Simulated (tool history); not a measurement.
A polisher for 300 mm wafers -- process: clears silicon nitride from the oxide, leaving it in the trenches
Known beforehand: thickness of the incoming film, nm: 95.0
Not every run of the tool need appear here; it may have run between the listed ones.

run  hour  flow of slurry (ml/min)  pressure of the wafer on the pad (kPa)  speed of the pad under the wafer (cm/s)  overpolish time after the end point (s)  time until the end point was called (s)
  1     0                      175                                    15.9                                       88                                       29                                   165.53
  2   6.9                      175                                    18.6                                       88                                       29                                   143.51
  3  14.9                      175                                    20.7                                       88                                       29                                   126.21
  4  23.8                      195                                    20.7                                       88                                       29                                   126.66
  5  29.1                      195                                      20                                       88                                       29                                   129.96
  6  33.1                      195                                    23.4                                       88                                       29                                   113.06
  7  38.8                      195                                    22.8                                       88                                       29                                   116.72

What does the tool deliver on the next run?
  8  41.2                      195                                    22.1                                       88                                       29                                        ?

{"run 8": {"time until the end point was called (s)": 119.88}}
